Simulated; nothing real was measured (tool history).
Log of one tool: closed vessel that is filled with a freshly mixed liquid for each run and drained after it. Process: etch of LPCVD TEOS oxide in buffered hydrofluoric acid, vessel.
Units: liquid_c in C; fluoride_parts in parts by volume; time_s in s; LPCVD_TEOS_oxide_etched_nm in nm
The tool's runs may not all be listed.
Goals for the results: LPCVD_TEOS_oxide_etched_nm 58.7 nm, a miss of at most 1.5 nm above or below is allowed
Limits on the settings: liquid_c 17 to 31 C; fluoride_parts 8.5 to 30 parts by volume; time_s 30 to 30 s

{"run": 1, "hour": 0.0, "liquid_c": 23, "fluoride_parts": 23.5, "time_s": 30, "LPCVD_TEOS_oxide_etched_nm": 29.021}
{"run": 2, "hour": 1.2, "liquid_c": 24.5, "fluoride_parts": 22, "time_s": 30, "LPCVD_TEOS_oxide_etched_nm": 33.212}
{"run": 3, "hour": 5.8, "liquid_c": 22, "fluoride_parts": 22, "time_s": 30, "LPCVD_TEOS_oxide_etched_nm": 29.039}
{"run": 4, "hour": 13.6, "liquid_c": 22, "fluoride_parts": 15.5, "time_s": 30, "LPCVD_TEOS_oxide_etched_nm": 39.456}
{"run": 5, "hour": 15.1, "liquid_c": 22, "fluoride_parts": 15.5, "time_s": 30, "LPCVD_TEOS_oxide_etched_nm": 39.997}
{"run": 6, "hour": 17.0, "liquid_c": 23.5, "fluoride_parts": 15.5, "time_s": 30, "LPCVD_TEOS_oxide_etched_nm": 43.109}
{"run": 7, "hour": 21.9, "liquid_c": 24.5, "fluoride_parts": 15.5, "time_s": 30, "LPCVD_TEOS_oxide_etched_nm": 45.236}
{"run": 8, "hour": 30.9, "liquid_c": 25.5, "fluoride_parts": 15.5, "time_s": 30, "LPCVD_TEOS_oxide_etched_nm": 47.948}
{"run": 9, "hour": 36.3, "liquid_c": 26, "fluoride_parts": 15.5, "time_s": 30, "LPCVD_TEOS_oxide_etched_nm": 49.377}
{"run": 10, "hour": 39.3, "liquid_c": 26.5, "fluoride_parts": 15.5, "time_s": 30, "LPCVD_TEOS_oxide_etched_nm": 51.642}

4 candidate next runs follow, results not yet known. Just one meets every target within its allowed miss. Identify it.
{"run": "A", "hour": 42.3, "liquid_c": 25, "fluoride_parts": 15.5, "time_s": 30, "LPCVD_TEOS_oxide_etched_nm": "?"}
{"run": "B", "hour": 42.3, "liquid_c": 24.5, "fluoride_parts": 12, "time_s": 30, "LPCVD_TEOS_oxide_etched_nm": "?"}
{"run": "C", "hour": 42.3, "liquid_c": 23, "fluoride_parts": 12, "time_s": 30, "LPCVD_TEOS_oxide_etched_nm": "?"}
{"run": "D", "hour": 42.3, "liquid_c": 26.5, "fluoride_parts": 14, "time_s": 30, "LPCVD_TEOS_oxide_etched_nm": "?"}

move=A LPCVD_TEOS_oxide_etched_nm=46.958
move=B LPCVD_TEOS_oxide_etched_nm=58.73
move=C LPCVD_TEOS_oxide_etched_nm=54.108
move=D LPCVD_TEOS_oxide_etched_nm=56.27
A: lands further from the targets than the last run did
B: each result inside its tolerance
C: closes in on the targets versus the last run, not all within tolerance yet
D: closes in on the targets versus the last run, not all within tolerance yet
B is the move that brings every result within its allowed miss.

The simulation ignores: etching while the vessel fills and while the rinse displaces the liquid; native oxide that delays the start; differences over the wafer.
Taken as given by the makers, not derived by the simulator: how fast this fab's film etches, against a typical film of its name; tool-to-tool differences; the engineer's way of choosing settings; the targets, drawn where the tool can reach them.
